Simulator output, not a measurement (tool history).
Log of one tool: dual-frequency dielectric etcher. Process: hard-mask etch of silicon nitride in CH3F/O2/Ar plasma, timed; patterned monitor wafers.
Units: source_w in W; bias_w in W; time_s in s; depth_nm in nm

| run | hour | source_w | bias_w | time_s | depth_nm |
|---|---|---|---|---|---|
| 1 | 0 | 350 | 102 | 165.5 | 123.9 |
| 2 | 6.9 | 410 | 102 | 165.5 | 132.93 |
| 3 | 15.5 | 370 | 102 | 165.5 | 127.89 |
| 4 | 23.9 | 380 | 103 | 165.5 | 128.3 |
| 5 | 29.5 | 380 | 103 | 165.5 | 127.44 |
| 6 | 30.3 | 390 | 105 | 166 | 131.73 |

Forecast run 7:
| 7 | 32.9 | 400 | 106 | 166 | ? |

depth_nm: 132.79 nm
